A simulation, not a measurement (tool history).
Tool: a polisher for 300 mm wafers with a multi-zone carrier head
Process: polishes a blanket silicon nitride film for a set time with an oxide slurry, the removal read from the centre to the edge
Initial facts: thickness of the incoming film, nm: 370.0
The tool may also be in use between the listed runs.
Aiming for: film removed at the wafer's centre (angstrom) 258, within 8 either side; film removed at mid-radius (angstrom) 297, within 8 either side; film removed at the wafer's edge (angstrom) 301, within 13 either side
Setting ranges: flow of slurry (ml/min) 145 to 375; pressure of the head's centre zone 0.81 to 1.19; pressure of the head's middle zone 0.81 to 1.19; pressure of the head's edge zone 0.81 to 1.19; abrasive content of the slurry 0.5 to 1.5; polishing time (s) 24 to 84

| run | hour | flow of slurry (ml/min) | pressure of the head's centre zone | pressure of the head's middle zone | pressure of the head's edge zone | abrasive content of the slurry | polishing time (s) | film removed at the wafer's centre (angstrom) | film removed at mid-radius (angstrom) | film removed at the wafer's edge (angstrom) |
|---|---|---|---|---|---|---|---|---|---|---|
| 1 | 0 | 240 | 1 | 1 | 1 | 1 | 54 | 415.56 | 410.69 | 423.17 |
| 2 | 4.3 | 265 | 1 | 1 | 1 | 1 | 54 | 431.76 | 424.48 | 433.67 |
| 3 | 12.2 | 235 | 1 | 1 | 1 | 1 | 54 | 414.15 | 407.49 | 418.44 |
| 4 | 18.6 | 235 | 0.94 | 1 | 1 | 1 | 54 | 392.7 | 418.05 | 419.04 |
| 5 | 26 | 235 | 1 | 1 | 1 | 1 | 54 | 418.1 | 417.29 | 419.83 |
| 6 | 33.9 | 235 | 1 | 1.08 | 1 | 1 | 54 | 421.64 | 438.57 | 419.73 |
| 7 | 38.8 | 225 | 0.98 | 1.06 | 0.99 | 0.95 | 54 | 397.47 | 418.95 | 407.72 |
| 8 | 44.4 | 220 | 0.96 | 1.05 | 0.97 | 0.9 | 54 | 375.55 | 407.32 | 394.48 |
| 9 | 52.2 | 215 | 0.95 | 1.04 | 0.96 | 0.85 | 54 | 363.95 | 386.74 | 374.69 |
| 10 | 53.9 | 210 | 0.93 | 1.03 | 0.96 | 0.8 | 54 | 342.67 | 377.12 | 370.25 |
| 11 | 55 | 205 | 0.92 | 1.02 | 0.95 | 0.75 | 54 | 320.16 | 355.04 | 353.96 |
| 12 | 61.1 | 200 | 0.91 | 1.01 | 0.93 | 0.75 | 54 | 317.07 | 349.09 | 348.02 |
| 13 | 67.5 | 200 | 0.91 | 1.01 | 0.93 | 0.75 | 54 | 317.95 | 352.56 | 342.62 |
| 14 | 71.2 | 195 | 0.9 | 1 | 0.92 | 0.75 | 54 | 315.04 | 351.54 | 336.72 |
| 15 | 74.8 | 170 | 0.81 | 0.91 | 0.94 | 0.5 | 54 | 222.06 | 254.57 | 277.85 |
| 16 | 80.3 | 185 | 0.81 | 0.92 | 0.94 | 0.5 | 54 | 228.96 | 262.38 | 291.23 |
| 17 | 81.4 | 255 | 0.88 | 1.02 | 0.84 | 0.5 | 52 | 261.88 | 301.43 | 265.8 |
| 18 | 84.1 | 250 | 0.88 | 1.02 | 0.86 | 0.5 | 52 | 260.66 | 297.2 | 284.69 |
| 19 | 85.7 | 250 | 0.88 | 1.02 | 0.86 | 0.5 | 52 | 265.67 | 297.73 | 282.8 |
| 20 | 91.9 | 250 | 0.88 | 1.02 | 0.87 | 0.5 | 52 | 260.3 | 294.83 | 274.15 |
| 21 | 94.5 | 235 | 0.81 | 0.93 | 0.94 | 0.7 | 52 | 281.41 | 318.15 | 336.72 |
| 22 | 97.2 | 225 | 0.81 | 0.93 | 0.93 | 0.7 | 52 | 268.96 | 314.85 | 334.81 |
|  | 99.9 | slurry nozzle cleaned |
| 23 | 99.9 | 220 | 0.81 | 0.93 | 0.92 | 0.7 | 52 | 299.82 | 350 | 350.94 |
| 24 | 101.2 | 215 | 0.82 | 0.94 | 0.93 | 0.7 | 52 | 308.37 | 351.56 | 354.36 |

Below are 4 possible settings for the next run. Only one of them brings all results inside the allowed miss of their targets. Which is it?
| A | 102.5 | 215 | 0.82 | 0.94 | 1.06 | 0.5 | 49 | ? | ? | ? |
| B | 102.5 | 230 | 0.83 | 0.91 | 0.97 | 0.55 | 48 | ? | ? | ? |
| C | 102.5 | 190 | 0.81 | 1 | 1 | 0.5 | 50 | ? | ? | ? |
| D | 102.5 | 170 | 0.86 | 1.01 | 0.99 | 0.55 | 49 | ? | ? | ? |

| move | film removed at the wafer's centre (angstrom) | film removed at mid-radius (angstrom) | film removed at the wafer's edge (angstrom) |
|---|---|---|---|
| A | 244.17 | 276.82 | 299.16 |
| B | 256.56 | 279.44 | 296.52 |
| C | 240.73 | 291.65 | 292.08 |
| D | 256.67 | 295.85 | 294.07 |
A: takes the biggest miss from the last run beyond its target
B: takes the biggest miss from the last run beyond its target
C: the worst result of the last run now meets its target, but another is out of spec
D: all results land within tolerance of their targets
D meets every target.

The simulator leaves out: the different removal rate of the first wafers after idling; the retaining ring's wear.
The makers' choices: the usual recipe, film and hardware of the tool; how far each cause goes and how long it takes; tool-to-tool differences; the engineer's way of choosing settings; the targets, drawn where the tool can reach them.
